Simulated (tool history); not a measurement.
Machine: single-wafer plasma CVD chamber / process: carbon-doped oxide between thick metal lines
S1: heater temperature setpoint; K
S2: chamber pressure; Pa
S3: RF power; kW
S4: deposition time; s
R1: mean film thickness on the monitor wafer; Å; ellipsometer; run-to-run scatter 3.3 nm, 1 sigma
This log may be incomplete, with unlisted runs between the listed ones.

run	hour	S1	S2	S3	S4	R1
1	0.0	633.15	853	0.465	142	7064.3
2	7.6	624.15	853	0.465	142	7198.0
3	11.7	624.15	765	0.465	142	7166.6
4	14.5	625.15	756	0.445	142	6897.4
5	18.1	625.15	756	0.445	147	7162.7
6	20.8	626.15	741	0.430	147	6958.1
7	21.5	627.15	727	0.415	147	6835.3
8	25.2	634.15	657	0.340	142	5400.9
9	28.2	633.15	667	0.340	142	5439.3

What does the tool deliver on the next run?
10	29.7	632.15	675	0.340	142	?

{"run 10": {"R1": 5435.7}}

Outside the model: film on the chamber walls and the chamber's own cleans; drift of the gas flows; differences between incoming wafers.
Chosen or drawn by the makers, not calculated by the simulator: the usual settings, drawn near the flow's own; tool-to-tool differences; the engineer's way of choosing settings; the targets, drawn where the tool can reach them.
